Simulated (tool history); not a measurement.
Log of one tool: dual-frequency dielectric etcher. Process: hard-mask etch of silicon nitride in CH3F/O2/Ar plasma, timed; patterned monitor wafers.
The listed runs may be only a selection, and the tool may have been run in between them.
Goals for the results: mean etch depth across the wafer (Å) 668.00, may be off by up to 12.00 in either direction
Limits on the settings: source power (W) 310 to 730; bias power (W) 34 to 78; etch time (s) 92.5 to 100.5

run,hour,source power (W),bias power (W),etch time (s),mean etch depth across the wafer (Å)
1,0.0,520,56,100.5,738.90
2,3.8,520,56,100.5,735.17
3,5.0,490,55,100.5,709.33
4,10.3,490,55,100.5,709.40
5,15.0,480,55,100.5,706.03
6,17.7,470,55,100.5,696.43
7,25.2,460,55,100.5,695.23
8,26.5,450,55,100.5,687.07

Which of these 4 next moves meets every target?
A,27.8,520,58,95.0,?
B,27.8,440,53,96.0,?
C,27.8,540,44,95.5,?
D,27.8,420,53,98.5,?

move,mean etch depth across the wafer (Å)
A,703.62
B,641.42
C,667.30
D,643.83
A: misses by more than the last run did
B: pushes the last run's worst result past its target
C: every result within its allowed miss
D: pushes the last run's worst result past its target
C meets every target.
